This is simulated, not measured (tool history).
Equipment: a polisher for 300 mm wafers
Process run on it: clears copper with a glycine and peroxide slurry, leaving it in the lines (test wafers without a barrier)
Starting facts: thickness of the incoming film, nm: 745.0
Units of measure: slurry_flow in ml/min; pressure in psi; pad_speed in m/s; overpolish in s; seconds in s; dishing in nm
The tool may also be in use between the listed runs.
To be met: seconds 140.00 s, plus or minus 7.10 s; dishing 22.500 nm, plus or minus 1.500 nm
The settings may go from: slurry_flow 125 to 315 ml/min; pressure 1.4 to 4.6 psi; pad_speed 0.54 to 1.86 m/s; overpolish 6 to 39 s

{"run": 1, "hour": 0.0, "slurry_flow": 205, "pressure": 3.0, "pad_speed": 1.18, "overpolish": 20, "seconds": 132.34, "dishing": 67.756}
{"run": 2, "hour": 0.6, "slurry_flow": 195, "pressure": 2.7, "pad_speed": 1.26, "overpolish": 17, "seconds": 137.46, "dishing": 54.887}
{"run": 3, "hour": 4.9, "slurry_flow": 195, "pressure": 2.0, "pad_speed": 1.26, "overpolish": 17, "seconds": 173.46, "dishing": 47.1}
{"run": 4, "hour": 12.8, "slurry_flow": 195, "pressure": 2.3, "pad_speed": 1.26, "overpolish": 17, "seconds": 155.32, "dishing": 49.043}
{"run": 5, "hour": 15.7, "slurry_flow": 180, "pressure": 2.1, "pad_speed": 1.36, "overpolish": 15, "seconds": 158.69, "dishing": 46.233}
{"run": 6, "hour": 23.6, "slurry_flow": 180, "pressure": 2.7, "pad_speed": 1.36, "overpolish": 15, "seconds": 128.59, "dishing": 53.243}
{"run": 7, "hour": 31.4, "slurry_flow": 170, "pressure": 2.4, "pad_speed": 1.42, "overpolish": 13, "seconds": 140.58, "dishing": 45.952}
{"run": 8, "hour": 39.2, "slurry_flow": 160, "pressure": 2.2, "pad_speed": 1.5, "overpolish": 12, "seconds": 144.0, "dishing": 41.444}
{"run": 9, "hour": 41.8, "slurry_flow": 155, "pressure": 2.0, "pad_speed": 1.56, "overpolish": 11, "seconds": 154.97, "dishing": 35.525}

4 next moves are on the table. One of them brings every result within its allowed miss. Which?
{"run": "A", "hour": 44.4, "slurry_flow": 150, "pressure": 2.0, "pad_speed": 1.74, "overpolish": 6, "seconds": "?", "dishing": "?"}
{"run": "B", "hour": 44.4, "slurry_flow": 130, "pressure": 2.0, "pad_speed": 1.54, "overpolish": 6, "seconds": "?", "dishing": "?"}
{"run": "C", "hour": 44.4, "slurry_flow": 160, "pressure": 1.6, "pad_speed": 1.64, "overpolish": 28, "seconds": "?", "dishing": "?"}
{"run": "D", "hour": 44.4, "slurry_flow": 180, "pressure": 2.2, "pad_speed": 1.22, "overpolish": 21, "seconds": "?", "dishing": "?"}

move=A seconds=139.89 dishing=22.072
move=B seconds=160.14 dishing=19.517
move=C seconds=174.88 dishing=64.587
move=D seconds=168.15 dishing=55.707
A: meets every target
B: takes the biggest miss from the last run beyond its target
C: its largest miss is bigger than the last run's
D: its largest miss is bigger than the last run's
So the answer is move A, the one that meets all the targets.

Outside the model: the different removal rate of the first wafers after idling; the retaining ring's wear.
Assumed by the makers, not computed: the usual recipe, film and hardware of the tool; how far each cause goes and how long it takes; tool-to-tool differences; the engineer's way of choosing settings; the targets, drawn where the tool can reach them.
